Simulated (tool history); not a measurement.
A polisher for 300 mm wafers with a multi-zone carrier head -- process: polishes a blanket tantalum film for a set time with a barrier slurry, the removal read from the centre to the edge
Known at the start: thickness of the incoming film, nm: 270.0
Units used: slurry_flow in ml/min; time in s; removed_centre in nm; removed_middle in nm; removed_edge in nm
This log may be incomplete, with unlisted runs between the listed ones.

run	hour	slurry_flow	centre_zone	middle_zone	edge_zone	slurry_solids	time	removed_centre	removed_middle	removed_edge
1	0	240	1	1	1	1	72	97.749	97.778	99.139
2	7.2	190	1	1	1	1	72	93.847	95.015	97.761
3	13.9	200	0.98	0.99	0.98	0.9	71	90.273	91.922	95.017
4	20.1	210	0.97	0.99	0.96	0.85	69	85.309	87.255	86.729
5	22.9	210	0.95	0.97	0.94	0.8	69	82.949	85.994	85.652
6	28.6	210	0.94	0.95	0.93	0.75	69	80.772	83.028	82.499
7	32.5	180	0.85	0.86	0.85	0.65	69	67.959	73.028	78.593

Run 8, settings as shown, results not yet in. Your forecast:
8	36	190	0.86	0.87	0.85	0.6	69	?	?	?

Run 8 yielded removed_centre 67.916 nm, removed_middle 70.978 nm, removed_edge 77.637 nm.

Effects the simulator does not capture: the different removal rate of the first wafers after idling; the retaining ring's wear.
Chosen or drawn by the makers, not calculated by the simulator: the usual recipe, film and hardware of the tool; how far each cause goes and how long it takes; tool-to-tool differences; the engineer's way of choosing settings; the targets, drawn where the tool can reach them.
